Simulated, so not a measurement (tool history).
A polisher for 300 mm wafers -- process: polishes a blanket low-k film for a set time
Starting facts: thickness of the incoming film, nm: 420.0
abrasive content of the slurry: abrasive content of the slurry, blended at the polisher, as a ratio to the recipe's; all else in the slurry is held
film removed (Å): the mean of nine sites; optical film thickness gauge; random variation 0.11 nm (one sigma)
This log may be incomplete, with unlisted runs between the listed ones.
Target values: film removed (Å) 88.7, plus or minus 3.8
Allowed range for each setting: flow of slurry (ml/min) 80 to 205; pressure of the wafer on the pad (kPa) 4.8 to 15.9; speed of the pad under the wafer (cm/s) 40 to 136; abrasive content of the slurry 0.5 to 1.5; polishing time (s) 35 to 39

| run | day | flow of slurry (ml/min) | pressure of the wafer on the pad (kPa) | speed of the pad under the wafer (cm/s) | abrasive content of the slurry | polishing time (s) | film removed (Å) |
|---|---|---|---|---|---|---|---|
| 1 | 0 | 135 | 10.3 | 88 | 1 | 39 | 131.49 |
| 2 | 0.362 | 135 | 9.7 | 88 | 1 | 39 | 125.71 |
| 3 | 0.583 | 135 | 9.7 | 96 | 1 | 39 | 134.16 |
| 4 | 0.817 | 135 | 9 | 96 | 1 | 39 | 122.3 |
| 5 | 1.088 | 135 | 10.3 | 96 | 1 | 39 | 143.65 |
| 6 | 1.338 | 135 | 10.3 | 96 | 0.9 | 39 | 132.07 |
| 7 | 1.383 | 135 | 9.7 | 96 | 0.9 | 39 | 126.13 |
| 8 | 1.608 | 135 | 9 | 96 | 0.9 | 39 | 117.32 |
| 9 | 1.646 | 135 | 8.3 | 96 | 0.9 | 39 | 108.69 |

Consider the 5 candidate settings below. Which is the only one whose results all fall within their allowed miss of target?
| A | 1.683 | 130 | 8.3 | 96 | 0.85 | 36 | ? |
| B | 1.683 | 140 | 7.6 | 74 | 0.9 | 36 | ? |
| C | 1.683 | 140 | 7.6 | 84 | 0.85 | 35 | ? |
| D | 1.683 | 95 | 9 | 74 | 0.85 | 37 | ? |
| E | 1.683 | 145 | 6.9 | 102 | 0.8 | 38 | ? |

| move | film removed (Å) |
|---|---|
| A | 96.932 |
| B | 77.655 |
| C | 80.113 |
| D | 82.581 |
| E | 88.894 |
A: closer than the last run, but not yet in spec
B: pushes the last run's worst result past its target
C: pushes the last run's worst result past its target
D: pushes the last run's worst result past its target
E: every result lands within tolerance
So the answer is move E, the one that meets all the targets.
